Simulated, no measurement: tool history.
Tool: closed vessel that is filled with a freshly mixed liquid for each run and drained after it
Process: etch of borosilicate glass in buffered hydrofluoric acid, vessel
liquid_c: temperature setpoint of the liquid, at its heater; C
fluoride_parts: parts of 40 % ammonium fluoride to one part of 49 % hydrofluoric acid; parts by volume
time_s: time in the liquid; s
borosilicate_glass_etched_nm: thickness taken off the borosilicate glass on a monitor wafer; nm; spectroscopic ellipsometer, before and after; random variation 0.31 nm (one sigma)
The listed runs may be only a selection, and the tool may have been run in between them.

run  hour  liquid_c  fluoride_parts  time_s  borosilicate_glass_etched_nm
  1     0        25              16      95                        72.378
  2   7.5        24              16      95                        67.734
  3   9.2      23.5              16      95                        66.235
  4  10.9        23              16      95                        64.923
  5  14.4        23              16     105                        71.448
  6  21.1        23            12.5     105                         90.46
  7  27.8      22.5              13     105                        86.129
  8  33.6        22            13.5     105                        80.747
  9  41.2      21.5              14     105                         74.23
 10  43.3        21              14     105                         73.15
 11  51.8      20.5              14     105                        70.377

What does the tool deliver on the next run?
 12  59.6        20              14     105                             ?

Run 12 measured borosilicate_glass_etched_nm 69.676 nm.
